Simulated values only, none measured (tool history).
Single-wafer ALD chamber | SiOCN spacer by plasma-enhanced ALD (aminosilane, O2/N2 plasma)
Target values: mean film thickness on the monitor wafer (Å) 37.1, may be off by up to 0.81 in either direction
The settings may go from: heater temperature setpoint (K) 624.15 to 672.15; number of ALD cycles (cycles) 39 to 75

run  hour  heater temperature setpoint (K)  number of ALD cycles (cycles)  mean film thickness on the monitor wafer (Å)
  1     0                           648.15                             57                                        31.945
  2     8                           639.15                             57                                        31.968
  3  15.9                           634.15                             57                                        32.008
  4  24.9                           634.15                             58                                        32.711
  5  32.5                           634.15                             59                                        33.563
  6  40.7                           634.15                             53                                        29.854
  7  42.5                           634.15                             62                                        35.222
  8  46.5                           634.15                             64                                        36.073

Consider the 5 candidate settings below. Which is the only one whose results all fall within their allowed miss of target?
  A  50.5                           638.15                             60                                             ?
  B  50.5                           634.15                             66                                             ?
  C  50.5                           624.15                             71                                             ?
  D  50.5                           624.15                             64                                             ?
  E  50.5                           628.15                             71                                             ?

move  mean film thickness on the monitor wafer (Å)
   A                                        33.831
   B                                        37.214
   C                                        40.034
   D                                        36.087
   E                                        40.034
A: its largest miss is bigger than the last run's
B: meets every target
C: takes the biggest miss from the last run beyond its target
D: as far off as the last run
E: takes the biggest miss from the last run beyond its target
Answer: B

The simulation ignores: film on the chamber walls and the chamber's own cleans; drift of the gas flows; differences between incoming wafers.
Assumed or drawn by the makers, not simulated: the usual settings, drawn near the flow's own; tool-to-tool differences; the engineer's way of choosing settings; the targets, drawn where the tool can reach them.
